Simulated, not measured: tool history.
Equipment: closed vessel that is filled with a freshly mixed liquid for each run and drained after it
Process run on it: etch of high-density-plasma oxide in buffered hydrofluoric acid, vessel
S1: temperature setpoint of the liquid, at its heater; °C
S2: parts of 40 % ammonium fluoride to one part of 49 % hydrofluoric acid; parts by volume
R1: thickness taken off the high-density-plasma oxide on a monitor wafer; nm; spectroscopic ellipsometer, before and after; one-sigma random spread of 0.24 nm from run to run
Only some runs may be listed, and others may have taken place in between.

{"run": 1, "hour": 0.0, "S1": 23.0, "S2": 10.5, "time in the liquid (s)": 35, "R1": 37.996}
{"run": 2, "hour": 2.1, "S1": 23.0, "S2": 13.0, "time in the liquid (s)": 35, "R1": 30.85}
{"run": 3, "hour": 9.7, "S1": 25.0, "S2": 12.0, "time in the liquid (s)": 35, "R1": 37.383}
{"run": 4, "hour": 12.7, "S1": 23.5, "S2": 12.0, "time in the liquid (s)": 35, "R1": 34.528}
{"run": 5, "hour": 19.1, "S1": 25.5, "S2": 12.0, "time in the liquid (s)": 35, "R1": 38.388}
{"run": 6, "hour": 27.1, "S1": 23.0, "S2": 12.0, "time in the liquid (s)": 35, "R1": 33.43}
{"run": 7, "hour": 34.4, "S1": 25.0, "S2": 11.0, "time in the liquid (s)": 35, "R1": 40.677}

What will run 8 give?
{"run": 8, "hour": 39.5, "S1": 26.5, "S2": 10.5, "time in the liquid (s)": 35, "R1": "?"}

R1: 46.120 nm

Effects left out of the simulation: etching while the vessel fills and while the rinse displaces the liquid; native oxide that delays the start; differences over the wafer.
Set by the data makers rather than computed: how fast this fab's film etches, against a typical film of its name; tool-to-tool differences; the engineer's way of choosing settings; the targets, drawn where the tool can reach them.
